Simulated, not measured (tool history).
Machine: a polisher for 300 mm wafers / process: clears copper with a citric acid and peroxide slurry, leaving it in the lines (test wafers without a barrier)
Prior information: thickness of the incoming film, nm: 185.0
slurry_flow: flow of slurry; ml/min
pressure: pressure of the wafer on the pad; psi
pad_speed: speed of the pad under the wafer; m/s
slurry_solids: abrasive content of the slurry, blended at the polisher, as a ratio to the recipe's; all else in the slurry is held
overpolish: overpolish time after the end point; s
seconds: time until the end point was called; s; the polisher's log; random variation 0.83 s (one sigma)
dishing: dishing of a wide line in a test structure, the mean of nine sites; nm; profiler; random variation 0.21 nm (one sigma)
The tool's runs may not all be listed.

Run 1, hour 0.0: slurry_flow 155 ml/min, pressure 2.2 psi, pad_speed 1.14 m/s, slurry_solids 1.0, overpolish 8 s. Result: seconds 95.501 s, dishing 8.8209 nm.
Run 2, hour 8.2: slurry_flow 160 ml/min, pressure 2.3 psi, pad_speed 1.14 m/s, slurry_solids 1.0, overpolish 8 s. Result: seconds 91.964 s, dishing 8.9325 nm.
Run 3, hour 14.9: slurry_flow 160 ml/min, pressure 2.4 psi, pad_speed 1.14 m/s, slurry_solids 1.0, overpolish 8 s. Result: seconds 86.559 s, dishing 8.9573 nm.
Run 4, hour 20.8: slurry_flow 160 ml/min, pressure 1.9 psi, pad_speed 1.14 m/s, slurry_solids 1.0, overpolish 8 s. Result: seconds 108.920 s, dishing 8.0772 nm.
Run 5, hour 29.1: slurry_flow 145 ml/min, pressure 1.9 psi, pad_speed 1.14 m/s, slurry_solids 1.0, overpolish 8 s. Result: seconds 110.370 s, dishing 7.8517 nm.
Run 6, hour 37.3: slurry_flow 150 ml/min, pressure 2.1 psi, pad_speed 1.14 m/s, slurry_solids 1.0, overpolish 8 s. Result: seconds 99.084 s, dishing 8.6703 nm.
Run 7, hour 45.8: slurry_flow 150 ml/min, pressure 2.3 psi, pad_speed 1.14 m/s, slurry_solids 1.0, overpolish 8 s. Result: seconds 90.789 s, dishing 9.1218 nm.
Run 8, hour 47.1: slurry_flow 150 ml/min, pressure 2.4 psi, pad_speed 1.14 m/s, slurry_solids 1.0, overpolish 8 s. Result: seconds 86.420 s, dishing 9.3092 nm.

Expected results for the next run?
Run 9, hour 53.1: slurry_flow 150 ml/min, pressure 2.5 psi, pad_speed 1.14 m/s, slurry_solids 1.0, overpolish 8 s. Result: seconds ?, dishing ?.

Run 9 yielded seconds 85.630 s, dishing 9.8133 nm.

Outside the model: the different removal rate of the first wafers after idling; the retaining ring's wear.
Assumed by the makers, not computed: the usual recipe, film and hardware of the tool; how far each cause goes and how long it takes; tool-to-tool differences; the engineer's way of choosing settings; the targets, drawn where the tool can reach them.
